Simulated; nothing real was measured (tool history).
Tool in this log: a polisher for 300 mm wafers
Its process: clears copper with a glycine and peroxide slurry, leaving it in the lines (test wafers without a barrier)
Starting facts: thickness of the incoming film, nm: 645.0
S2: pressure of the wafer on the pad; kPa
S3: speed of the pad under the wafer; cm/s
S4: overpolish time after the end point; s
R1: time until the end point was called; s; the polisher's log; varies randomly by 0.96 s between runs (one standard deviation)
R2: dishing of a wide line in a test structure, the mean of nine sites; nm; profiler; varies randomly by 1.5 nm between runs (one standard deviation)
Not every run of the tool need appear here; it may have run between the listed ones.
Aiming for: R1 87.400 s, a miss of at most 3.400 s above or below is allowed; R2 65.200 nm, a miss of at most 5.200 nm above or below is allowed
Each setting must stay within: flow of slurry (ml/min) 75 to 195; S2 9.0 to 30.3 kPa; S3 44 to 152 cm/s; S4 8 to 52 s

{"run": 1, "hour": 0.0, "flow of slurry (ml/min)": 125, "S2": 19.3, "S3": 98, "S4": 26, "R1": 122.32, "R2": 77.657}
{"run": 2, "hour": 6.3, "flow of slurry (ml/min)": 130, "S2": 21.4, "S3": 98, "S4": 22, "R1": 114.7, "R2": 73.326}
{"run": 3, "hour": 12.3, "flow of slurry (ml/min)": 135, "S2": 23.4, "S3": 100, "S4": 19, "R1": 106.93, "R2": 67.162}
{"run": 4, "hour": 16.5, "flow of slurry (ml/min)": 160, "S2": 23.4, "S3": 100, "S4": 19, "R1": 102.39, "R2": 69.813}
{"hour": 17.1, "done": "head pressure recalibrated"}
{"run": 5, "hour": 17.1, "flow of slurry (ml/min)": 160, "S2": 27.6, "S3": 100, "S4": 19, "R1": 86.944, "R2": 80.217}
{"run": 6, "hour": 21.6, "flow of slurry (ml/min)": 160, "S2": 27.6, "S3": 124, "S4": 19, "R1": 75.984, "R2": 88.213}
{"run": 7, "hour": 25.6, "flow of slurry (ml/min)": 160, "S2": 26.9, "S3": 124, "S4": 17, "R1": 75.435, "R2": 78.883}
{"run": 8, "hour": 30.6, "flow of slurry (ml/min)": 155, "S2": 26.2, "S3": 124, "S4": 16, "R1": 77.598, "R2": 74.307}
{"run": 9, "hour": 34.7, "flow of slurry (ml/min)": 155, "S2": 25.5, "S3": 124, "S4": 16, "R1": 80.687, "R2": 73.747}
{"run": 10, "hour": 42.8, "flow of slurry (ml/min)": 155, "S2": 24.8, "S3": 124, "S4": 15, "R1": 82.849, "R2": 69.914}

Consider the 4 candidate settings below. Which is the only one whose results all fall within their allowed miss of target?
{"run": "A", "hour": 50.9, "flow of slurry (ml/min)": 155, "S2": 20.7, "S3": 118, "S4": 16, "R1": "?", "R2": "?"}
{"run": "B", "hour": 50.9, "flow of slurry (ml/min)": 180, "S2": 20.0, "S3": 116, "S4": 13, "R1": "?", "R2": "?"}
{"run": "C", "hour": 50.9, "flow of slurry (ml/min)": 170, "S2": 23.4, "S3": 114, "S4": 15, "R1": "?", "R2": "?"}
{"run": "D", "hour": 50.9, "flow of slurry (ml/min)": 175, "S2": 21.4, "S3": 114, "S4": 16, "R1": "?", "R2": "?"}

move=A R1=94.977 R2=63.061
move=B R1=95.743 R2=53.434
move=C R1=87.798 R2=63.999
move=D R1=93.022 R2=64.157
A: takes the biggest miss from the last run beyond its target
B: takes the biggest miss from the last run beyond its target
C: every result within its allowed miss
D: takes the biggest miss from the last run beyond its target
The right move is C.
